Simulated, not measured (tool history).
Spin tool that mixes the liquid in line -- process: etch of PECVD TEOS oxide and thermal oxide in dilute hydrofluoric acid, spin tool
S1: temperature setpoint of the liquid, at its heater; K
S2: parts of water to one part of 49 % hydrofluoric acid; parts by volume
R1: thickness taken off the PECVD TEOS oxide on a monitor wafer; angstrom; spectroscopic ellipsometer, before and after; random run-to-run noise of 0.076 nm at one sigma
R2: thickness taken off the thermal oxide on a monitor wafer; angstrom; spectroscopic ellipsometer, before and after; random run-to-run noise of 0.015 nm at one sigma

{"run": 1, "hour": 0.0, "S1": 298.15, "S2": 105, "time under the liquid (s)": 105, "R1": 190.99, "R2": 44.721}
{"run": 2, "hour": 1.6, "S1": 296.65, "S2": 115, "time under the liquid (s)": 105, "R1": 162.5, "R2": 38.143}
{"run": 3, "hour": 3.1, "S1": 296.65, "S2": 115, "time under the liquid (s)": 130, "R1": 201.72, "R2": 46.696}
{"run": 4, "hour": 10.0, "S1": 296.65, "S2": 115, "time under the liquid (s)": 165, "R1": 256.68, "R2": 59.729}
{"run": 5, "hour": 13.4, "S1": 295.65, "S2": 130, "time under the liquid (s)": 160, "R1": 206.81, "R2": 48.352}
{"run": 6, "hour": 14.5, "S1": 298.65, "S2": 130, "time under the liquid (s)": 160, "R1": 237.03, "R2": 54.002}
{"run": 7, "hour": 19.2, "S1": 297.15, "S2": 140, "time under the liquid (s)": 155, "R1": 194.59, "R2": 45.272}

Run 8 comes next. What will it give?
{"run": 8, "hour": 23.5, "S1": 296.15, "S2": 150, "time under the liquid (s)": 150, "R1": "?", "R2": "?"}

{"run 8": {"R1": 169.08, "R2": 39.19}}
